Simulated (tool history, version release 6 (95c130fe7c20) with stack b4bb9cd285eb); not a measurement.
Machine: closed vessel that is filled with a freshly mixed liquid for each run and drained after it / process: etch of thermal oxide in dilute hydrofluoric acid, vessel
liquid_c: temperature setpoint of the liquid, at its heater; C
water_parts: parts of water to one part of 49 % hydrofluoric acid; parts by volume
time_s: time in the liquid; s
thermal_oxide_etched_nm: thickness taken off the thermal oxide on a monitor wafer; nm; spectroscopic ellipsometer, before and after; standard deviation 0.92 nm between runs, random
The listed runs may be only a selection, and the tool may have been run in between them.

run  hour  liquid_c  water_parts  time_s  thermal_oxide_etched_nm
  1     0        24          100    1215                   62.636
  2     6      21.5          100    1215                   56.112
  3  12.4        24           95    1215                   65.146
  4  16.9        26           90    1215                   75.803
  5  22.2      27.5           90    1215                   79.572
  6  31.1      28.5           85    1215                   88.816
  7  37.4      29.5           85    1215                   91.746

Estimate the outcome of run 8 from the log above:
  8  39.3        30           85    1215                        ?

{"run 8": {"thermal_oxide_etched_nm": 94.338}}
